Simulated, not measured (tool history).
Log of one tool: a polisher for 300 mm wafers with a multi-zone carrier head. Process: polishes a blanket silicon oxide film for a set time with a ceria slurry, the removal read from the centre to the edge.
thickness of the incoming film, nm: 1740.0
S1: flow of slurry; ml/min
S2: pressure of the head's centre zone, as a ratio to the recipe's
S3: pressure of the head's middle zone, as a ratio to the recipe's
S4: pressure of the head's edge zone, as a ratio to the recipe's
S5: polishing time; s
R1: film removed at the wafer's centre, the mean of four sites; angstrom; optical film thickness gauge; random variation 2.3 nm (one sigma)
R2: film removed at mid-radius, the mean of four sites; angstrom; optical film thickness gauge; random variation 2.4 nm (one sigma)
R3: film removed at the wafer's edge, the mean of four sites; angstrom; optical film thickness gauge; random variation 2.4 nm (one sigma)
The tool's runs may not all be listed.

{"run": 1, "hour": 0.0, "S1": 245, "S2": 1, "S3": 1, "S4": 1, "S5": 39, "R1": 2278.1, "R2": 2258.6, "R3": 2220}
{"run": 2, "hour": 2.2, "S1": 245, "S2": 1, "S3": 1, "S4": 1, "S5": 48, "R1": 2822.9, "R2": 2796.3, "R3": 2763.1}
{"run": 3, "hour": 6.8, "S1": 245, "S2": 1, "S3": 1, "S4": 1, "S5": 53, "R1": 3128.8, "R2": 3022.9, "R3": 3128.4}
{"run": 4, "hour": 8.0, "S1": 245, "S2": 1, "S3": 0.97, "S4": 1, "S5": 53, "R1": 3174.4, "R2": 3027.4, "R3": 3137.9}
{"run": 5, "hour": 16.7, "S1": 240, "S2": 0.98, "S3": 0.96, "S4": 0.98, "S5": 49, "R1": 2848.8, "R2": 2706.2, "R3": 2848.9}
{"run": 6, "hour": 18.9, "S1": 240, "S2": 0.98, "S3": 1.01, "S4": 0.98, "S5": 49, "R1": 2922.1, "R2": 2888.5, "R3": 2800.3}
{"run": 7, "hour": 21.5, "S1": 240, "S2": 0.97, "S3": 1, "S4": 0.98, "S5": 45, "R1": 2606.4, "R2": 2574.8, "R3": 2589.1}
{"run": 8, "hour": 26.3, "S1": 240, "S2": 0.96, "S3": 1.01, "S4": 0.98, "S5": 42, "R1": 2394.6, "R2": 2477.5, "R3": 2457.6}
{"run": 9, "hour": 31.7, "S1": 240, "S2": 0.96, "S3": 1.01, "S4": 0.98, "S5": 39, "R1": 2238.4, "R2": 2240.3, "R3": 2247.1}
{"run": 10, "hour": 40.3, "S1": 240, "S2": 0.95, "S3": 1.02, "S4": 0.98, "S5": 37, "R1": 2035.1, "R2": 2204.6, "R3": 2111.2}
{"run": 11, "hour": 44.8, "S1": 240, "S2": 0.95, "S3": 1.01, "S4": 0.97, "S5": 36, "R1": 2055.6, "R2": 2092.1, "R3": 2075.9}
{"run": 12, "hour": 49.8, "S1": 240, "S2": 0.95, "S3": 1.01, "S4": 0.97, "S5": 35, "R1": 1961.2, "R2": 1975.9, "R3": 2006.1}
{"run": 13, "hour": 53.3, "S1": 240, "S2": 0.95, "S3": 1.02, "S4": 0.96, "S5": 35, "R1": 1972.7, "R2": 2056.9, "R3": 1984.5}
{"run": 14, "hour": 61.7, "S1": 240, "S2": 0.94, "S3": 1.02, "S4": 0.95, "S5": 35, "R1": 1941.2, "R2": 2022.7, "R3": 1986.6}
{"run": 15, "hour": 68.8, "S1": 240, "S2": 0.94, "S3": 1.02, "S4": 0.94, "S5": 35, "R1": 1962.5, "R2": 2080.5, "R3": 1976.7}

Run 16 comes next. What will it give?
{"run": 16, "hour": 76.7, "S1": 240, "S2": 0.94, "S3": 1.01, "S4": 0.93, "S5": 35, "R1": "?", "R2": "?", "R3": "?"}

{"run 16": {"R1": 1943.4, "R2": 1997.8, "R3": 1950.6}}
